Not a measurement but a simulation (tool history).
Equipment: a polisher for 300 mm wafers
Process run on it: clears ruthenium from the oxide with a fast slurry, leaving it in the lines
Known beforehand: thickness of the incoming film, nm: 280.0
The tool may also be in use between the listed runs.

run  hour  flow of slurry (ml/min)  pressure of the wafer on the pad (kPa)  speed of the pad under the wafer (cm/s)  abrasive content of the slurry  overpolish time after the end point (s)  time until the end point was called (s)  dishing of a wide line in a test structure (Å)
  1     0                      255                                    16.5                                      114                               1                                       28                                   81.452                                          735.11
  2   3.7                      255                                    17.2                                      114                               1                                       30                                   78.766                                          812.83
  3   6.5                      255                                    17.2                                      114                               1                                       22                                   77.126                                          619.16
  4  13.9                      255                                    17.2                                      104                               1                                       22                                   85.102                                          606.43
  5  22.1                      255                                    20.7                                      104                               1                                       22                                   70.729                                          658.72
  6    23                      255                                    20.7                                      106                               1                                       24                                   72.343                                          743.82
  7  31.6                      255                                    20.7                                      106                               1                                       26                                   72.919                                          748.01
  8  32.6                      255                                    20.7                                      108                               1                                       28                                   71.301                                          851.74

Estimate the outcome of run 9 from the log above:
  9  33.4                      250                                    21.4                                      112                            0.95                                       38                                        ?                                               ?

For run 9 the tool returned time until the end point was called (s) 68.985, dishing of a wide line in a test structure (Å) 1072.2.
